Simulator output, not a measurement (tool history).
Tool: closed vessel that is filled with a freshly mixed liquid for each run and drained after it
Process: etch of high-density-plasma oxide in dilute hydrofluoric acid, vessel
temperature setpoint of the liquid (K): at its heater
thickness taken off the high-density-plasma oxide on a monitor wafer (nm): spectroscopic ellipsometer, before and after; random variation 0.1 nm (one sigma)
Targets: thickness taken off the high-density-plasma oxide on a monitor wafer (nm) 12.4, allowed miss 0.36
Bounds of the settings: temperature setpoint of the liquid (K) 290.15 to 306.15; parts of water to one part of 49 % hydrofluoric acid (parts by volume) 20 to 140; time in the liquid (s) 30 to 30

run    day  temperature setpoint of the liquid (K)  parts of water to one part of 49 % hydrofluoric acid (parts by volume)  time in the liquid (s)  thickness taken off the high-density-plasma oxide on a monitor wafer (nm)
  1      0                                  298.15                                                                      75                      30                                                                     2.8332
  2  0.242                                  298.15                                                                     100                      30                                                                     2.0376
  3  0.308                                  296.65                                                                     100                      30                                                                      1.913
  4  0.433                                  299.65                                                                     100                      30                                                                     2.1845
  5  0.804                                  301.15                                                                      80                      30                                                                     2.9787
  6  0.833                                  301.15                                                                     100                      30                                                                     2.3048
  7  1.192                                  302.15                                                                      80                      30                                                                     3.0894
  8  1.217                                  303.15                                                                      65                      30                                                                     4.1082
  9  1.388                                  303.65                                                                      55                      30                                                                     4.9354
 10    1.6                                  304.15                                                                      45                      30                                                                     6.2159
 11  1.792                                  304.65                                                                      40                      30                                                                     7.2501
 12  2.071                                  305.15                                                                      35                      30                                                                     8.4947
 13    2.1                                  305.15                                                                      30                      30                                                                     9.9212

Which of these 4 next moves meets every target?
  A  2.129                                  304.15                                                                      35                      30                                                                          ?
  B  2.129                                  306.15                                                                      25                      30                                                                          ?
  C  2.129                                  303.65                                                                      20                      30                                                                          ?
  D  2.129                                  306.15                                                                      35                      30                                                                          ?

move  thickness taken off the high-density-plasma oxide on a monitor wafer (nm)
   A                                                                       8.18
   B                                                                     12.601
   C                                                                     14.379
   D                                                                     8.8476
A: further off than the last run
B: meets every target
C: takes the result that was furthest off past its target
D: further off than the last run
Move B is the one to make.
